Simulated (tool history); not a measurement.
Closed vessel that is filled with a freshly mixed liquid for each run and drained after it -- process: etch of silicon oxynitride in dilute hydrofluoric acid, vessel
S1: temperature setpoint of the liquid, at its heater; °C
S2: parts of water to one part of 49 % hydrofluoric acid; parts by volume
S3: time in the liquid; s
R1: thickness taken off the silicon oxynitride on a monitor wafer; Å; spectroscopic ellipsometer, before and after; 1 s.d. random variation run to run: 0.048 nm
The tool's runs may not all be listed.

run  hour    S1  S2  S3      R1
  1   0.0  21.0  40  55  31.097
  2   3.0  21.0  50  55  24.812
  3   5.2  23.5  45  55  30.278
  4  11.6  25.0  40  55  38.059
  5  14.3  26.0  40  55  40.103
  6  21.9  26.0  40  45  32.118
  7  24.0  27.0  35  45  39.089
  8  25.0  27.5  30  45  46.698
  9  28.9  28.0  30  45  47.484

Run 10 is up next; what results do you expect?
 10  31.5  28.5  30  45   ?

{"run 10": {"R1": 48.832}}
